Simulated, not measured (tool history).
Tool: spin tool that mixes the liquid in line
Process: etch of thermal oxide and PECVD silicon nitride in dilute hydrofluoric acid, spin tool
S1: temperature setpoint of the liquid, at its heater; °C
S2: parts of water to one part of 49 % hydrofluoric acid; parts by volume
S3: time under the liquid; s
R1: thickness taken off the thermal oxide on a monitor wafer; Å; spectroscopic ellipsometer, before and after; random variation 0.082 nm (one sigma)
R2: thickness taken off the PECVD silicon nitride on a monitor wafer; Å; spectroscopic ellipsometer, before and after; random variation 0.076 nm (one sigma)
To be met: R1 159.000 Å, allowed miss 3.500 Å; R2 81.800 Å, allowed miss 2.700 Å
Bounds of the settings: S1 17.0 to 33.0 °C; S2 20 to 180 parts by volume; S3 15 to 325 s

| run | hour | S1 | S2 | S3 | R1 | R2 |
|---|---|---|---|---|---|---|
| 1 | 0.0 | 25.0 | 100 | 165 | 82.326 | 42.204 |
| 2 | 6.0 | 26.0 | 85 | 165 | 102.160 | 52.680 |
| 3 | 13.8 | 26.5 | 75 | 160 | 116.710 | 58.766 |
| 4 | 21.7 | 27.5 | 70 | 155 | 125.730 | 65.174 |
| 5 | 27.9 | 28.0 | 65 | 155 | 139.620 | 72.155 |
| 6 | 36.4 | 28.0 | 60 | 155 | 153.000 | 79.050 |
| 7 | 37.9 | 28.0 | 55 | 155 | 168.940 | 86.372 |
| 8 | 39.2 | 28.0 | 60 | 155 | 151.740 | 78.815 |
| 9 | 47.2 | 28.0 | 55 | 155 | 169.040 | 84.632 |
| 10 | 52.9 | 28.0 | 60 | 155 | 152.390 | 78.349 |
| 11 | 60.0 | 28.5 | 55 | 155 | 171.730 | 87.709 |

Which of these 5 next moves meets every target?
| A | 67.1 | 26.5 | 50 | 175 | ? | ? |
| B | 67.1 | 33.0 | 60 | 135 | ? | ? |
| C | 67.1 | 29.0 | 45 | 115 | ? | ? |
| D | 67.1 | 32.5 | 75 | 160 | ? | ? |
| E | 67.1 | 26.0 | 35 | 120 | ? | ? |

| move | R1 | R2 |
|---|---|---|
| A | 196.810 | 95.385 |
| B | 160.710 | 93.364 |
| C | 160.000 | 81.935 |
| D | 146.000 | 85.734 |
| E | 192.960 | 89.685 |
A: further off than the last run
B: brings the result that was furthest off to its target, and leaves another outside
C: meets every target
D: takes the result that was furthest off past its target
E: further off than the last run
The right move is C.
